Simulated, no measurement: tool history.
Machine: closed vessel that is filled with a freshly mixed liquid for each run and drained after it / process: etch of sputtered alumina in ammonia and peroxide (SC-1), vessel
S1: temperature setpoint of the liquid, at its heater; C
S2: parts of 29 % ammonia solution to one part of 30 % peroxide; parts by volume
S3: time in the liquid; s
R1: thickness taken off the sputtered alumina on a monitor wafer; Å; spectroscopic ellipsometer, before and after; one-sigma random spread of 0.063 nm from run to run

{"run": 1, "day": 0.0, "S1": 60, "S2": 0.95, "S3": 205, "R1": 137.32}
{"run": 2, "day": 0.271, "S1": 58, "S2": 0.95, "S3": 205, "R1": 122.92}
{"run": 3, "day": 0.6, "S1": 56.5, "S2": 0.95, "S3": 205, "R1": 114.51}
{"run": 4, "day": 0.65, "S1": 55, "S2": 0.95, "S3": 205, "R1": 106.22}
{"run": 5, "day": 0.888, "S1": 55, "S2": 0.8, "S3": 205, "R1": 104.34}
{"run": 6, "day": 1.012, "S1": 55, "S2": 0.8, "S3": 205, "R1": 104.53}
{"run": 7, "day": 1.396, "S1": 54, "S2": 0.8, "S3": 205, "R1": 100.04}
{"run": 8, "day": 1.529, "S1": 53, "S2": 0.8, "S3": 205, "R1": 93.191}
{"run": 9, "day": 1.621, "S1": 52, "S2": 0.8, "S3": 205, "R1": 88.373}
{"run": 10, "day": 2.0, "S1": 51.5, "S2": 0.8, "S3": 205, "R1": 88.275}
{"run": 11, "day": 2.217, "S1": 51.5, "S2": 0.8, "S3": 205, "R1": 86.036}

Predict the results of run 12:
{"run": 12, "day": 2.371, "S1": 51, "S2": 0.8, "S3": 205, "R1": "?"}

R1: 83.931 Å

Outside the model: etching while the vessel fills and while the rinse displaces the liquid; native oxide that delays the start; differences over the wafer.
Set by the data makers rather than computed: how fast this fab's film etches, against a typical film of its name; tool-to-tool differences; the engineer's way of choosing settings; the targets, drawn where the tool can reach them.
